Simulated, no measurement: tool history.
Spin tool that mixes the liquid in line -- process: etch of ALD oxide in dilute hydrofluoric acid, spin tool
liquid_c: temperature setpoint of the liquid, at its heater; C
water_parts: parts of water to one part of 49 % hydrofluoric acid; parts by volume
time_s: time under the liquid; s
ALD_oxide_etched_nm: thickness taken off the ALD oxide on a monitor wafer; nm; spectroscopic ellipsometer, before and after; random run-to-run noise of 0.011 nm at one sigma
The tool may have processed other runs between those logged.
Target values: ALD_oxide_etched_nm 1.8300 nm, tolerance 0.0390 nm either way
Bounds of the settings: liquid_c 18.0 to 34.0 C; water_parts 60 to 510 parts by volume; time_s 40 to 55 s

{"run": 1, "hour": 0.0, "liquid_c": 26.0, "water_parts": 285, "time_s": 55, "ALD_oxide_etched_nm": 2.744}
{"run": 2, "hour": 6.8, "liquid_c": 26.0, "water_parts": 230, "time_s": 55, "ALD_oxide_etched_nm": 3.6299}
{"run": 3, "hour": 8.7, "liquid_c": 26.0, "water_parts": 230, "time_s": 55, "ALD_oxide_etched_nm": 3.6181}
{"run": 4, "hour": 16.7, "liquid_c": 26.0, "water_parts": 230, "time_s": 55, "ALD_oxide_etched_nm": 3.6331}
{"run": 5, "hour": 18.0, "liquid_c": 26.0, "water_parts": 300, "time_s": 55, "ALD_oxide_etched_nm": 2.5379}
{"run": 6, "hour": 26.8, "liquid_c": 26.0, "water_parts": 300, "time_s": 55, "ALD_oxide_etched_nm": 2.5743}
{"run": 7, "hour": 31.1, "liquid_c": 23.5, "water_parts": 305, "time_s": 55, "ALD_oxide_etched_nm": 2.3067}
{"run": 8, "hour": 33.3, "liquid_c": 19.5, "water_parts": 320, "time_s": 55, "ALD_oxide_etched_nm": 1.8842}

Exercise: of the 5 proposed moves below, exactly one satisfies all targets within the stated allowed misses. Which move is it?
{"run": "A", "hour": 35.5, "liquid_c": 20.5, "water_parts": 275, "time_s": 45, "ALD_oxide_etched_nm": "?"}
{"run": "B", "hour": 35.5, "liquid_c": 18.5, "water_parts": 320, "time_s": 55, "ALD_oxide_etched_nm": "?"}
{"run": "C", "hour": 35.5, "liquid_c": 18.5, "water_parts": 305, "time_s": 55, "ALD_oxide_etched_nm": "?"}
{"run": "D", "hour": 35.5, "liquid_c": 18.0, "water_parts": 275, "time_s": 50, "ALD_oxide_etched_nm": "?"}
{"run": "E", "hour": 35.5, "liquid_c": 20.0, "water_parts": 300, "time_s": 50, "ALD_oxide_etched_nm": "?"}

move=A ALD_oxide_etched_nm=1.9523
move=B ALD_oxide_etched_nm=1.8307
move=C ALD_oxide_etched_nm=1.9455
move=D ALD_oxide_etched_nm=1.9759
move=E ALD_oxide_etched_nm=1.9086
A: moves away from the targets compared with the last run
B: all results in spec
C: moves away from the targets compared with the last run
D: moves away from the targets compared with the last run
E: moves away from the targets compared with the last run
The right move is B.

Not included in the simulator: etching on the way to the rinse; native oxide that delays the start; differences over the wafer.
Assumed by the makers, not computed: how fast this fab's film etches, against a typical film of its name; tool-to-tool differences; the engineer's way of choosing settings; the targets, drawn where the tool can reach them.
